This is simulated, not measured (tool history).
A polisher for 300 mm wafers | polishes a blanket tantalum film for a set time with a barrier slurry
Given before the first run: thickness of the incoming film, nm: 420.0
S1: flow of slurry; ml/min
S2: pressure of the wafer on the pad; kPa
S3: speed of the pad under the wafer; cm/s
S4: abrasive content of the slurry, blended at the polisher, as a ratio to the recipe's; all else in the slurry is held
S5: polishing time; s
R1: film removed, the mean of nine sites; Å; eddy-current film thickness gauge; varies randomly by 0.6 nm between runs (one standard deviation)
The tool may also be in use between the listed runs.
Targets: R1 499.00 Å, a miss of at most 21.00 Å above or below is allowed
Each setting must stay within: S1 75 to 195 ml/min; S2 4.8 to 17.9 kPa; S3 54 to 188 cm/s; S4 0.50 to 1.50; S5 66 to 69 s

run  hour   S1    S2   S3    S4  S5      R1
  1   0.0  125  11.0  120  1.00  66  922.78
  2   2.9  120   9.7  118  1.00  66  795.93
  3  11.8  120   9.7  118  0.90  66  785.33
  4  12.7  150   9.7  118  0.90  66  790.44
  5  16.8  150   8.3  116  0.90  66  704.97
  6  21.6  125   8.3  116  0.90  66  677.37
  7  26.3  125   8.3  116  0.90  66  676.20
  8  33.2  125   7.6  116  0.90  66  623.58
  9  42.0  125   6.9  116  0.90  66  571.29

Of the 5 settings listed for the next run, only one would bring every result within its allowed miss of target. Which one?
  A  50.8  125  6.2  118  0.90  69   ?
  B  50.8  130  4.8  132  0.85  66   ?
  C  50.8  140  6.2  116  0.80  67   ?
  D  50.8  120  4.8  120  1.05  68   ?
  E  50.8   75  5.5  160  0.95  66   ?

move      R1
   A  552.79
   B  463.62
   C  515.58
   D  461.53
   E  561.86
A: better than the last run, though not everything is in spec
B: takes the result that was furthest off past its target
C: every result lands within tolerance
D: takes the result that was furthest off past its target
E: better than the last run, though not everything is in spec
Go with C: it meets all targets.

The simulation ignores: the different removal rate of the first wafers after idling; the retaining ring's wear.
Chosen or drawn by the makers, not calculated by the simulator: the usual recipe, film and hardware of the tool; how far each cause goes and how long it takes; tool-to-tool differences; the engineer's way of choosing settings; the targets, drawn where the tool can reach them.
